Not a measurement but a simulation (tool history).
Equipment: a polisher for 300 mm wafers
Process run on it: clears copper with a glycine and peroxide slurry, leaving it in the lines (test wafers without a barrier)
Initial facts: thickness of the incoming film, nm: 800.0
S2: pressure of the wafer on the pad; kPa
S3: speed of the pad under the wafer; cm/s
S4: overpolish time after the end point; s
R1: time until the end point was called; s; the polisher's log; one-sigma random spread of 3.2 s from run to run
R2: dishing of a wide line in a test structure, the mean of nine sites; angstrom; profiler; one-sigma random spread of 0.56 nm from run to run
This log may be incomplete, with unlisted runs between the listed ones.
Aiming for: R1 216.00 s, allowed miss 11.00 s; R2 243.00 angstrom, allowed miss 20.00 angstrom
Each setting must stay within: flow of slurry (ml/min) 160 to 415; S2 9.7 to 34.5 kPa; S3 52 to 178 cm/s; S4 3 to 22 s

Run 1, hour 0.0: flow of slurry (ml/min) 265, S2 22.1 kPa, S3 114 cm/s, S4 11 s. Result: R1 122.24 s, R2 293.73 angstrom.
Run 2, hour 3.4: flow of slurry (ml/min) 265, S2 19.3 kPa, S3 110 cm/s, S4 11 s. Result: R1 135.95 s, R2 288.34 angstrom.
Run 3, hour 4.6: flow of slurry (ml/min) 265, S2 17.2 kPa, S3 104 cm/s, S4 11 s. Result: R1 160.53 s, R2 250.74 angstrom.
Run 4, hour 7.6: flow of slurry (ml/min) 265, S2 13.1 kPa, S3 104 cm/s, S4 11 s. Result: R1 196.00 s, R2 216.35 angstrom.
Run 5, hour 9.7: flow of slurry (ml/min) 265, S2 17.9 kPa, S3 104 cm/s, S4 11 s. Result: R1 151.85 s, R2 252.78 angstrom.
Run 6, hour 14.0: flow of slurry (ml/min) 265, S2 17.9 kPa, S3 120 cm/s, S4 11 s. Result: R1 138.99 s, R2 272.52 angstrom.
Run 7, hour 22.5: flow of slurry (ml/min) 265, S2 15.9 kPa, S3 118 cm/s, S4 12 s. Result: R1 146.75 s, R2 262.68 angstrom.
Run 8, hour 25.0: flow of slurry (ml/min) 265, S2 14.5 kPa, S3 112 cm/s, S4 13 s. Result: R1 174.06 s, R2 266.08 angstrom.
Run 9, hour 31.6: flow of slurry (ml/min) 265, S2 13.8 kPa, S3 112 cm/s, S4 13 s. Result: R1 178.06 s, R2 252.79 angstrom.
Run 10, hour 34.3: flow of slurry (ml/min) 265, S2 13.1 kPa, S3 112 cm/s, S4 13 s. Result: R1 188.24 s, R2 255.46 angstrom.
Run 11, hour 42.2: flow of slurry (ml/min) 265, S2 12.4 kPa, S3 112 cm/s, S4 13 s. Result: R1 193.46 s, R2 245.51 angstrom.
Run 12, hour 43.8: flow of slurry (ml/min) 265, S2 11.7 kPa, S3 112 cm/s, S4 13 s. Result: R1 203.55 s, R2 236.07 angstrom.

Consider the 4 candidate settings below. Which is the only one whose results all fall within their allowed miss of target?
Run A, hour 45.4: flow of slurry (ml/min) 335, S2 11.7 kPa, S3 98 cm/s, S4 15 s. Result: R1 ?, R2 ?.
Run B, hour 45.4: flow of slurry (ml/min) 230, S2 13.1 kPa, S3 112 cm/s, S4 12 s. Result: R1 ?, R2 ?.
Run C, hour 45.4: flow of slurry (ml/min) 260, S2 13.1 kPa, S3 106 cm/s, S4 14 s. Result: R1 ?, R2 ?.
Run D, hour 45.4: flow of slurry (ml/min) 255, S2 11.7 kPa, S3 128 cm/s, S4 13 s. Result: R1 ?, R2 ?.

move      R1      R2
   A  220.66  234.77
   B  189.17  224.31
   C  195.20  241.28
   D  184.10  235.57
A: each result inside its tolerance
B: the biggest miss grows against the last run
C: the biggest miss grows against the last run
D: the biggest miss grows against the last run
A meets every target.

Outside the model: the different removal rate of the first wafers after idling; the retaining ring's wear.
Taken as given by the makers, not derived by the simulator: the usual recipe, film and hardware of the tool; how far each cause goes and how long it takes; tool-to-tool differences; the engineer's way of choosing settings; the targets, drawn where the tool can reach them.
